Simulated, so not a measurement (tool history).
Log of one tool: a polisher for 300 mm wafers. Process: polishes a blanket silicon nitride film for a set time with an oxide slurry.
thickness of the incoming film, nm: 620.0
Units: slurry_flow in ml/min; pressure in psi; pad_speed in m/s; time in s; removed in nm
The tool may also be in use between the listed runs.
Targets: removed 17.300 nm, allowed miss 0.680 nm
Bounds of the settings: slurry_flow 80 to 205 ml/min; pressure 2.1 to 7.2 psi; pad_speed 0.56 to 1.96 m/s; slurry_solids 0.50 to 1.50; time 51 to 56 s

Run 1, hour 0.0: slurry_flow 135 ml/min, pressure 4.6 psi, pad_speed 1.26 m/s, slurry_solids 1.00, time 56 s. Result: removed 49.198 nm.
Run 2, hour 5.2: slurry_flow 130 ml/min, pressure 3.7 psi, pad_speed 1.02 m/s, slurry_solids 0.95, time 56 s. Result: removed 33.639 nm.
Run 3, hour 6.8: slurry_flow 130 ml/min, pressure 3.7 psi, pad_speed 0.78 m/s, slurry_solids 0.95, time 56 s. Result: removed 26.527 nm.
Run 4, hour 9.8: slurry_flow 130 ml/min, pressure 3.7 psi, pad_speed 1.10 m/s, slurry_solids 0.95, time 56 s. Result: removed 34.712 nm.
Run 5, hour 15.0: slurry_flow 130 ml/min, pressure 3.7 psi, pad_speed 1.10 m/s, slurry_solids 0.95, time 56 s. Result: removed 34.794 nm.
Run 6, hour 18.8: slurry_flow 115 ml/min, pressure 3.7 psi, pad_speed 1.10 m/s, slurry_solids 0.95, time 56 s. Result: removed 33.792 nm.
Run 7, hour 19.5: slurry_flow 110 ml/min, pressure 3.1 psi, pad_speed 0.98 m/s, slurry_solids 0.95, time 56 s. Result: removed 25.782 nm.
Run 8, hour 20.8: slurry_flow 105 ml/min, pressure 2.8 psi, pad_speed 0.94 m/s, slurry_solids 0.95, time 56 s. Result: removed 22.348 nm.

5 next moves are on the table. One of them brings every result within its allowed miss. Which?
Run A, hour 22.1: slurry_flow 80 ml/min, pressure 3.5 psi, pad_speed 0.78 m/s, slurry_solids 0.75, time 54 s. Result: removed ?.
Run B, hour 22.1: slurry_flow 105 ml/min, pressure 2.2 psi, pad_speed 0.82 m/s, slurry_solids 1.15, time 51 s. Result: removed ?.
Run C, hour 22.1: slurry_flow 110 ml/min, pressure 2.1 psi, pad_speed 1.00 m/s, slurry_solids 0.90, time 55 s. Result: removed ?.
Run D, hour 22.1: slurry_flow 125 ml/min, pressure 3.2 psi, pad_speed 0.66 m/s, slurry_solids 0.90, time 54 s. Result: removed ?.
Run E, hour 22.1: slurry_flow 115 ml/min, pressure 2.7 psi, pad_speed 0.82 m/s, slurry_solids 0.90, time 54 s. Result: removed ?.

move  removed
   A   18.687
   B   15.742
   C   17.261
   D   18.674
   E   18.531
A: nearer than the last run, and not there yet
B: takes the result that was furthest off past its target
C: meets every target
D: nearer than the last run, and not there yet
E: nearer than the last run, and not there yet
The right move is C.

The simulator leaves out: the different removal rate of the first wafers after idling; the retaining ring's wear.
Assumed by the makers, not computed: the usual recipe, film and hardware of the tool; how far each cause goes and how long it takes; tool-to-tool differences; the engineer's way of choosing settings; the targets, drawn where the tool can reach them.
